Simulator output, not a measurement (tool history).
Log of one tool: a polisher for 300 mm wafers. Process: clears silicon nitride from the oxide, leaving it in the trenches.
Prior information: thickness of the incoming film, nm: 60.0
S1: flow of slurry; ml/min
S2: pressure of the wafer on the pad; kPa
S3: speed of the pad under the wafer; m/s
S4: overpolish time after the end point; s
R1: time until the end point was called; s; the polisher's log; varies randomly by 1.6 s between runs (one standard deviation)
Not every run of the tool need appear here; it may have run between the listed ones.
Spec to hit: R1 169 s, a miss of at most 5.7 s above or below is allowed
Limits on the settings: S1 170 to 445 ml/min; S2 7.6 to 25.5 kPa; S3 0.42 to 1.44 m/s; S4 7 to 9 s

run 1 hour=0 | S1=285 S2=16.5 S3=0.92 S4=9 | R1=77.034
run 2 hour=5.8 | S1=235 S2=16.5 S3=0.92 S4=9 | R1=79.091
run 3 hour=10.4 | S1=230 S2=14.5 S3=0.88 S4=9 | R1=96.2
run 4 hour=18.9 | S1=230 S2=15.9 S3=0.88 S4=9 | R1=88.639
run 5 hour=25.4 | S1=230 S2=15.9 S3=0.88 S4=9 | R1=86.442
run 6 hour=31.4 | S1=275 S2=15.9 S3=0.88 S4=9 | R1=84.812
run 7 hour=39.6 | S1=265 S2=13.8 S3=0.86 S4=9 | R1=101.31
run 8 hour=48.4 | S1=260 S2=12.4 S3=0.84 S4=9 | R1=113.1
-- hour=52.1 worn pad replaced by a new one
run 9 hour=52.1 | S1=255 S2=11 S3=0.82 S4=9 | R1=119.33
run 10 hour=57.8 | S1=255 S2=11 S3=0.82 S4=9 | R1=120.53
run 11 hour=65.8 | S1=250 S2=10.3 S3=0.78 S4=9 | R1=136.51
run 12 hour=69.9 | S1=245 S2=9.7 S3=0.78 S4=9 | R1=146.36
run 13 hour=73.6 | S1=235 S2=9 S3=0.78 S4=9 | R1=156.33

Which one of the following 4 next-run settings gets every result inside its allowed miss? There is exactly one.
run A hour=77.3 | S1=230 S2=9.7 S3=0.66 S4=9 | R1=?
run B hour=77.3 | S1=175 S2=7.6 S3=0.84 S4=9 | R1=?
run C hour=77.3 | S1=170 S2=11.7 S3=0.7 S4=8 | R1=?
run D hour=77.3 | S1=200 S2=7.6 S3=1 S4=8 | R1=?

move=A R1=169.94
move=B R1=176.67
move=C R1=140.17
move=D R1=145.77
A: each result inside its tolerance
B: takes the biggest miss from the last run beyond its target
C: lands further from the targets than the last run did
D: lands further from the targets than the last run did
Move A is the one to make.

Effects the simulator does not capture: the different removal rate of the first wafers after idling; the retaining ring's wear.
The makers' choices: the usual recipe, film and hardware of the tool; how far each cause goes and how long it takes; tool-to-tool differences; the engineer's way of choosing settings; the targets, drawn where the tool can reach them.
